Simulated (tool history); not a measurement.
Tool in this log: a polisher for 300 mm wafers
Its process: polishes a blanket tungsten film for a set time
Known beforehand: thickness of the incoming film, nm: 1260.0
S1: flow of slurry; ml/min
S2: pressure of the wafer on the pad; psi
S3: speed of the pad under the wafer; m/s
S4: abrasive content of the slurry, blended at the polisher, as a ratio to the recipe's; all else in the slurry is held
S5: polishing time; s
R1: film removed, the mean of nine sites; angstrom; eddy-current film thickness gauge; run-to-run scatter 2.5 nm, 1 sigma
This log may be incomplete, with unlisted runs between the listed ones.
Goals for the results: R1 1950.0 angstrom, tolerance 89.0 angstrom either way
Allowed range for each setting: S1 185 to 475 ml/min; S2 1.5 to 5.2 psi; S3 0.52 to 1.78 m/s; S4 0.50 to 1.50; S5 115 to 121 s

{"run": 1, "hour": 0.0, "S1": 305, "S2": 3.3, "S3": 1.14, "S4": 1.0, "S5": 115, "R1": 4569.9}
{"run": 2, "hour": 4.9, "S1": 305, "S2": 3.3, "S3": 1.14, "S4": 1.0, "S5": 115, "R1": 4710.2}
{"run": 3, "hour": 6.4, "S1": 270, "S2": 3.3, "S3": 1.14, "S4": 1.0, "S5": 115, "R1": 4663.4}
{"run": 4, "hour": 13.7, "S1": 270, "S2": 2.8, "S3": 1.04, "S4": 1.0, "S5": 115, "R1": 3697.5}
{"run": 5, "hour": 17.6, "S1": 270, "S2": 2.4, "S3": 0.94, "S4": 1.0, "S5": 115, "R1": 2882.9}
{"run": 6, "hour": 18.3, "S1": 270, "S2": 2.2, "S3": 0.9, "S4": 1.0, "S5": 115, "R1": 2635.3}
{"run": 7, "hour": 23.1, "S1": 270, "S2": 2.0, "S3": 0.88, "S4": 1.0, "S5": 115, "R1": 2359.4}
{"run": 8, "hour": 29.2, "S1": 270, "S2": 1.9, "S3": 0.88, "S4": 1.0, "S5": 115, "R1": 2184.8}
{"run": 9, "hour": 36.2, "S1": 270, "S2": 1.8, "S3": 0.88, "S4": 1.0, "S5": 115, "R1": 2130.7}

Consider the 4 candidate settings below. Which is the only one whose results all fall within their allowed miss of target?
{"run": "A", "hour": 43.2, "S1": 250, "S2": 2.4, "S3": 0.72, "S4": 0.75, "S5": 121, "R1": "?"}
{"run": "B", "hour": 43.2, "S1": 270, "S2": 1.9, "S3": 0.84, "S4": 1.05, "S5": 115, "R1": "?"}
{"run": "C", "hour": 43.2, "S1": 245, "S2": 2.0, "S3": 0.72, "S4": 0.95, "S5": 115, "R1": "?"}
{"run": "D", "hour": 43.2, "S1": 260, "S2": 1.7, "S3": 0.9, "S4": 1.05, "S5": 117, "R1": "?"}

move=A R1=2379.0
move=B R1=2198.6
move=C R1=2001.6
move=D R1=2113.2
A: further off than the last run
B: further off than the last run
C: every result within its allowed miss
D: nearer than the last run, and not there yet
The right move is C.

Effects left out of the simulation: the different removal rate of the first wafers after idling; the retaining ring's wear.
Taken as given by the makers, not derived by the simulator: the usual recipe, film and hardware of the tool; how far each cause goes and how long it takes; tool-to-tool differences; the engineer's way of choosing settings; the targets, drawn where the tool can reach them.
